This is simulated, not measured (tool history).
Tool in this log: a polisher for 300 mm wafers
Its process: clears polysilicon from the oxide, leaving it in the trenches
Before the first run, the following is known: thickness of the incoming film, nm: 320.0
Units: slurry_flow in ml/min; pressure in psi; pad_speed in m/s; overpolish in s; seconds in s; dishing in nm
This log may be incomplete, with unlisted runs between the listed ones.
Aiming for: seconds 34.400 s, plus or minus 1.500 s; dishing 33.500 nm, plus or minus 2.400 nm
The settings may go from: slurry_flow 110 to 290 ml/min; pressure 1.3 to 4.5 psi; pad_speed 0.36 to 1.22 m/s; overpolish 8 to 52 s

run,hour,slurry_flow,pressure,pad_speed,overpolish,seconds,dishing
1,0.0,185,2.9,0.78,26,26.776,44.454
2,8.1,185,2.8,0.78,22,27.848,42.166
3,9.0,185,2.8,0.78,17,27.744,41.941
4,10.5,185,2.3,0.78,17,33.721,41.644
5,12.2,185,2.3,0.70,17,36.850,40.081
6,13.5,185,1.7,0.70,17,49.022,38.021
7,14.4,205,1.8,0.72,15,45.542,38.137
8,23.4,155,2.6,0.74,8,32.041,32.941

4 next moves are on the table. One of them brings every result within its allowed miss. Which?
A,32.4,135,2.9,0.72,9,?,?
B,32.4,120,3.1,0.74,8,?,?
C,32.4,120,2.4,0.92,9,?,?
D,32.4,125,2.4,0.78,8,?,?

move,seconds,dishing
A,30.662,36.462
B,28.803,35.794
C,29.866,36.769
D,34.702,33.319
A: its largest miss is bigger than the last run's
B: its largest miss is bigger than the last run's
C: its largest miss is bigger than the last run's
D: in spec on every target
Answer: D
